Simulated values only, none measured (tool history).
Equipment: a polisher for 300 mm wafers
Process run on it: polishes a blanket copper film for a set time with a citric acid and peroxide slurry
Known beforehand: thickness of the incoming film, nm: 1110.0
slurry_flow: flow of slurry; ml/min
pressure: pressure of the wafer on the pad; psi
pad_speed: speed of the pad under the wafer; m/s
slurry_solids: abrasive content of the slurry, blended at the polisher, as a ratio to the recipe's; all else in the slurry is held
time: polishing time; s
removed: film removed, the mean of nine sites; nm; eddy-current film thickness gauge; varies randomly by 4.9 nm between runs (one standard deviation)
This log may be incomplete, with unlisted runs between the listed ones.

{"run": 1, "hour": 0.0, "slurry_flow": 140, "pressure": 2.9, "pad_speed": 1.2, "slurry_solids": 1.0, "time": 113, "removed": 261.39}
{"run": 2, "hour": 8.6, "slurry_flow": 175, "pressure": 2.9, "pad_speed": 1.2, "slurry_solids": 1.0, "time": 113, "removed": 264.92}
{"run": 3, "hour": 9.3, "slurry_flow": 175, "pressure": 2.9, "pad_speed": 1.2, "slurry_solids": 1.0, "time": 113, "removed": 269.06}
{"run": 4, "hour": 10.0, "slurry_flow": 175, "pressure": 3.1, "pad_speed": 1.2, "slurry_solids": 1.0, "time": 113, "removed": 281.25}
{"run": 5, "hour": 10.7, "slurry_flow": 175, "pressure": 3.1, "pad_speed": 1.38, "slurry_solids": 1.0, "time": 113, "removed": 320.19}
{"run": 6, "hour": 15.9, "slurry_flow": 175, "pressure": 3.1, "pad_speed": 1.38, "slurry_solids": 1.0, "time": 113, "removed": 318.32}
{"run": 7, "hour": 21.7, "slurry_flow": 175, "pressure": 3.2, "pad_speed": 1.38, "slurry_solids": 1.0, "time": 113, "removed": 330.29}

Expected results for the next run?
{"run": 8, "hour": 27.2, "slurry_flow": 175, "pressure": 3.3, "pad_speed": 1.38, "slurry_solids": 1.0, "time": 113, "removed": "?"}

removed: 335.73 nm
